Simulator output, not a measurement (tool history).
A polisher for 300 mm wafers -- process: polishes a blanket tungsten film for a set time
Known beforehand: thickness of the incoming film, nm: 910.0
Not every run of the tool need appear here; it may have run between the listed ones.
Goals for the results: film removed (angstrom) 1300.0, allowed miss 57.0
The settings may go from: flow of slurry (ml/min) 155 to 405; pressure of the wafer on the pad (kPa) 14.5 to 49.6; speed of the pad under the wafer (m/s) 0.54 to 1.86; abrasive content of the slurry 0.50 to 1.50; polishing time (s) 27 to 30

| run | hour | flow of slurry (ml/min) | pressure of the wafer on the pad (kPa) | speed of the pad under the wafer (m/s) | abrasive content of the slurry | polishing time (s) | film removed (angstrom) |
|---|---|---|---|---|---|---|---|
| 1 | 0.0 | 260 | 31.7 | 1.18 | 1.00 | 30 | 2050.7 |
| 2 | 1.1 | 260 | 31.7 | 0.94 | 1.00 | 30 | 1768.0 |
| 3 | 3.0 | 260 | 31.7 | 0.94 | 1.00 | 30 | 1827.5 |
| 4 | 11.4 | 260 | 31.7 | 0.94 | 1.20 | 30 | 1859.4 |
| 5 | 17.3 | 260 | 29.0 | 0.92 | 1.20 | 30 | 1617.5 |
| 6 | 25.0 | 260 | 27.6 | 0.92 | 1.20 | 30 | 1583.5 |
| 7 | 31.5 | 260 | 20.0 | 0.90 | 1.20 | 30 | 1158.0 |
| 8 | 34.8 | 260 | 20.7 | 0.90 | 1.20 | 30 | 1178.8 |
| 9 | 42.6 | 260 | 21.4 | 0.90 | 1.20 | 30 | 1244.6 |

5 next moves are on the table. One of them brings every result within its allowed miss. Which?
| A | 50.4 | 240 | 27.6 | 0.62 | 1.05 | 30 | ? |
| B | 50.4 | 200 | 19.3 | 1.26 | 1.00 | 30 | ? |
| C | 50.4 | 250 | 22.1 | 0.80 | 1.10 | 29 | ? |
| D | 50.4 | 185 | 22.8 | 0.84 | 1.50 | 28 | ? |
| E | 50.4 | 235 | 21.4 | 0.94 | 1.25 | 28 | ? |

| move | film removed (angstrom) |
|---|---|
| A | 1216.7 |
| B | 1327.3 |
| C | 1122.6 |
| D | 1178.1 |
| E | 1190.2 |
A: lands further from the targets than the last run did
B: hits every target within its allowed miss
C: lands further from the targets than the last run did
D: lands further from the targets than the last run did
E: lands further from the targets than the last run did
So the answer is move B, the one that meets all the targets.
